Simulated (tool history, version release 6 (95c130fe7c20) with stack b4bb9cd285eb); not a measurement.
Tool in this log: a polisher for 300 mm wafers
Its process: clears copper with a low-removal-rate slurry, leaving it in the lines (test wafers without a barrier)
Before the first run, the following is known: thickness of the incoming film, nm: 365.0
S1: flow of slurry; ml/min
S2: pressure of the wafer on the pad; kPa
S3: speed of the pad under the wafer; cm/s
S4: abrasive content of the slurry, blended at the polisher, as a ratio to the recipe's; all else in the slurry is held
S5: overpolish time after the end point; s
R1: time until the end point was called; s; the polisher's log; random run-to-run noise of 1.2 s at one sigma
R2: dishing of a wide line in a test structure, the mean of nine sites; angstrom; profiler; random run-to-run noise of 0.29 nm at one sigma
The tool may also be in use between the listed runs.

| run | day | S1 | S2 | S3 | S4 | S5 | R1 | R2 |
|---|---|---|---|---|---|---|---|---|
| 1 | 0.000 | 140 | 16.5 | 118 | 1.00 | 17 | 112.990 | 397.89 |
| 2 | 0.217 | 150 | 15.9 | 118 | 1.00 | 15 | 116.070 | 343.06 |
| 3 | 0.258 | 150 | 18.6 | 118 | 1.00 | 15 | 100.530 | 384.60 |
| 4 | 0.429 | 150 | 18.6 | 118 | 1.15 | 15 | 97.444 | 401.37 |
| 5 | 0.479 | 150 | 18.6 | 118 | 1.05 | 15 | 98.949 | 404.88 |
| 6 | 0.654 | 150 | 18.6 | 118 | 1.25 | 15 | 95.975 | 405.42 |
| 7 | 0.888 | 155 | 17.2 | 118 | 1.25 | 13 | 101.960 | 339.51 |
| 8 | 1.112 | 155 | 16.5 | 118 | 1.25 | 12 | 105.920 | 309.16 |

Run 9 has not been measured yet. What should we expect?
| 9 | 1.325 | 155 | 16.5 | 118 | 1.25 | 12 | ? | ? |

{"run 9": {"R1": 107.51, "R2": 305.6}}

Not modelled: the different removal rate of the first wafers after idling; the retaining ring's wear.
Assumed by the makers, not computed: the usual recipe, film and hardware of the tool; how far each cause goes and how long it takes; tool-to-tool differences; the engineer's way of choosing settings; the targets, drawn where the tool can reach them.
